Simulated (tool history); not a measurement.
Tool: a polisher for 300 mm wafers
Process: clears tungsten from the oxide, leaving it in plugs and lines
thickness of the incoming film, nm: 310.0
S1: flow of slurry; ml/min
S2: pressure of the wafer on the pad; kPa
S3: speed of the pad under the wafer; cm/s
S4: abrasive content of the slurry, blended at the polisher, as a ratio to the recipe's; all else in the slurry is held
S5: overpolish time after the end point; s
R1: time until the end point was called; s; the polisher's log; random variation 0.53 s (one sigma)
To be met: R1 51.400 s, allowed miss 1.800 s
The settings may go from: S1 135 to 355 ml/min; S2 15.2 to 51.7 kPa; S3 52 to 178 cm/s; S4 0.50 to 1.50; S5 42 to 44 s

Run 1, day 0.000: S1 225 ml/min, S2 33.1 kPa, S3 114 cm/s, S4 1.00, S5 42 s. Result: R1 60.702 s.
Run 2, day 0.083: S1 225 ml/min, S2 33.8 kPa, S3 114 cm/s, S4 1.00, S5 42 s. Result: R1 59.535 s.
Run 3, day 0.212: S1 225 ml/min, S2 33.8 kPa, S3 88 cm/s, S4 1.00, S5 42 s. Result: R1 75.638 s.
Run 4, day 0.246: S1 270 ml/min, S2 33.8 kPa, S3 88 cm/s, S4 1.00, S5 42 s. Result: R1 74.975 s.
Run 5, day 0.367: S1 220 ml/min, S2 33.8 kPa, S3 88 cm/s, S4 1.00, S5 42 s. Result: R1 75.456 s.
Run 6, day 0.625: S1 220 ml/min, S2 35.9 kPa, S3 88 cm/s, S4 1.00, S5 42 s. Result: R1 72.371 s.
Run 7, day 0.671: S1 220 ml/min, S2 37.9 kPa, S3 88 cm/s, S4 1.00, S5 42 s. Result: R1 68.349 s.
Run 8, day 0.738: S1 220 ml/min, S2 37.9 kPa, S3 88 cm/s, S4 1.00, S5 42 s. Result: R1 69.244 s.
Run 9, day 0.912: S1 220 ml/min, S2 40.0 kPa, S3 88 cm/s, S4 1.00, S5 42 s. Result: R1 66.701 s.
Run 10, day 1.212: S1 220 ml/min, S2 42.1 kPa, S3 88 cm/s, S4 1.00, S5 42 s. Result: R1 63.400 s.
Run 11, day 1.542: S1 220 ml/min, S2 43.4 kPa, S3 88 cm/s, S4 1.00, S5 42 s. Result: R1 63.137 s.
Run 12, day 1.667: S1 220 ml/min, S2 44.8 kPa, S3 90 cm/s, S4 1.00, S5 42 s. Result: R1 59.163 s.
Run 13, day 1.796: S1 220 ml/min, S2 46.2 kPa, S3 90 cm/s, S4 1.00, S5 42 s. Result: R1 58.636 s.
Run 14, day 2.079: S1 220 ml/min, S2 46.9 kPa, S3 90 cm/s, S4 1.00, S5 42 s. Result: R1 56.733 s.
Run 15, day 2.412: S1 220 ml/min, S2 47.6 kPa, S3 90 cm/s, S4 1.00, S5 42 s. Result: R1 55.422 s.
Run 16, day 2.588: S1 220 ml/min, S2 48.3 kPa, S3 90 cm/s, S4 1.00, S5 42 s. Result: R1 54.201 s.
Run 17, day 2.621: S1 220 ml/min, S2 49.0 kPa, S3 90 cm/s, S4 1.00, S5 42 s. Result: R1 55.183 s.

5 next moves are on the table. One of them brings every result within its allowed miss. Which?
Run A, day 2.654: S1 220 ml/min, S2 51.7 kPa, S3 104 cm/s, S4 0.85, S5 44 s. Result: R1 ?.
Run B, day 2.654: S1 245 ml/min, S2 50.3 kPa, S3 82 cm/s, S4 1.05, S5 44 s. Result: R1 ?.
Run C, day 2.654: S1 220 ml/min, S2 51.0 kPa, S3 84 cm/s, S4 0.95, S5 44 s. Result: R1 ?.
Run D, day 2.654: S1 260 ml/min, S2 48.3 kPa, S3 96 cm/s, S4 0.95, S5 42 s. Result: R1 ?.
Run E, day 2.654: S1 195 ml/min, S2 47.6 kPa, S3 108 cm/s, S4 1.00, S5 44 s. Result: R1 ?.

move      R1
   A  47.785
   B  57.124
   C  57.438
   D  52.112
   E  47.746
A: takes the result that was furthest off past its target
B: further off than the last run
C: further off than the last run
D: meets every target
E: takes the result that was furthest off past its target
The right move is D.
